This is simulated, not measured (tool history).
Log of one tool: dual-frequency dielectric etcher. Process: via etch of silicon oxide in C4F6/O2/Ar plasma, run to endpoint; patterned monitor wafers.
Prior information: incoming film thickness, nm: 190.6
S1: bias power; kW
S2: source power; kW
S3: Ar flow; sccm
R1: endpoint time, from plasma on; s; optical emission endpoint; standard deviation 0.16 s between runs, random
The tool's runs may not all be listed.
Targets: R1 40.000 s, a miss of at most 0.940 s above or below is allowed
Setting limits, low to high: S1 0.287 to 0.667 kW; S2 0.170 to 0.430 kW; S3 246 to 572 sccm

run 1 hour=0.0 | S1=0.477 S2=0.300 S3=409 | R1=51.399
run 2 hour=3.9 | S1=0.477 S2=0.320 S3=409 | R1=49.947
run 3 hour=8.4 | S1=0.477 S2=0.270 S3=409 | R1=53.804
run 4 hour=11.4 | S1=0.511 S2=0.290 S3=403 | R1=50.415
run 5 hour=18.4 | S1=0.540 S2=0.300 S3=399 | R1=48.894
run 6 hour=23.3 | S1=0.540 S2=0.300 S3=326 | R1=47.557
run 7 hour=30.8 | S1=0.562 S2=0.310 S3=322 | R1=45.977
run 8 hour=38.2 | S1=0.580 S2=0.320 S3=319 | R1=44.823
run 9 hour=45.5 | S1=0.595 S2=0.330 S3=316 | R1=43.261

5 candidate next runs follow, results not yet known. Just one meets every target within its allowed miss. Identify it.
run A hour=52.8 | S1=0.509 S2=0.280 S3=302 | R1=?
run B hour=52.8 | S1=0.657 S2=0.370 S3=317 | R1=?
run C hour=52.8 | S1=0.588 S2=0.290 S3=299 | R1=?
run D hour=52.8 | S1=0.611 S2=0.350 S3=298 | R1=?
run E hour=52.8 | S1=0.531 S2=0.290 S3=340 | R1=?

move=A R1=49.269
move=B R1=39.877
move=C R1=45.598
move=D R1=41.713
move=E R1=48.399
A: further off than the last run
B: every result within its allowed miss
C: further off than the last run
D: closer than the last run, but not yet in spec
E: further off than the last run
The right move is B.
